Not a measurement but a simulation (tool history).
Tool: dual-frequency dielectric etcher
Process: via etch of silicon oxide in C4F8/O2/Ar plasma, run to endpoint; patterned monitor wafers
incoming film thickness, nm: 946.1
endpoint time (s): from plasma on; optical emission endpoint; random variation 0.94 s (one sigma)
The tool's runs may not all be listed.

Run 1, hour 0.0: source power (kW) 2.640, bias power (kW) 1.457. Result: endpoint time (s) 188.53.
Run 2, hour 0.6: source power (kW) 2.430, bias power (kW) 1.430. Result: endpoint time (s) 193.78.
Run 3, hour 8.5: source power (kW) 2.250, bias power (kW) 1.373. Result: endpoint time (s) 203.81.
Run 4, hour 17.3: source power (kW) 2.140, bias power (kW) 1.364. Result: endpoint time (s) 206.95.
Run 5, hour 24.6: source power (kW) 2.330, bias power (kW) 1.364. Result: endpoint time (s) 200.41.
Run 6, hour 30.8: source power (kW) 1.970, bias power (kW) 1.364. Result: endpoint time (s) 215.38.

The next listed run, before its measurement:
Run 7, hour 31.8: source power (kW) 1.930, bias power (kW) 1.361. Result: endpoint time (s) ?.

endpoint time (s): 216.42
